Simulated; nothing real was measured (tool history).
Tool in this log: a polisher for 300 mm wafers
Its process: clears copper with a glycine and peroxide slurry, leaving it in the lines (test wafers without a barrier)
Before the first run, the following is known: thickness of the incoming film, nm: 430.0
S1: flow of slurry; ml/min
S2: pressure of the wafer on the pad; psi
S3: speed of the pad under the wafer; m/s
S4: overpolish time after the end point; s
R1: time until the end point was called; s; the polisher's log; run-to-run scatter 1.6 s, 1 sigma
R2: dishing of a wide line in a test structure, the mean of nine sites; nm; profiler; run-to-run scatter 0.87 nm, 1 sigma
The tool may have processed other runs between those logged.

run  hour   S1   S2    S3  S4      R1      R2
  1   0.0  135  3.4  0.92  16  65.375  64.046
  2   1.7  135  4.2  0.92  16  57.485  74.973
  3   2.6  130  4.0  0.88  18  60.737  78.049
  4   9.4  125  3.8  0.84  20  70.014  77.899
  5  17.2  125  3.5  0.84  20  73.619  71.888
  6  23.6  125  3.5  0.82  21  73.272  74.918
  7  27.9  120  3.5  0.80  22  73.356  76.152

What will run 8 give?
  8  32.2  130  3.1  0.80  26   ?   ?

{"run 8": {"R1": 79.525, "R2": 79.944}}

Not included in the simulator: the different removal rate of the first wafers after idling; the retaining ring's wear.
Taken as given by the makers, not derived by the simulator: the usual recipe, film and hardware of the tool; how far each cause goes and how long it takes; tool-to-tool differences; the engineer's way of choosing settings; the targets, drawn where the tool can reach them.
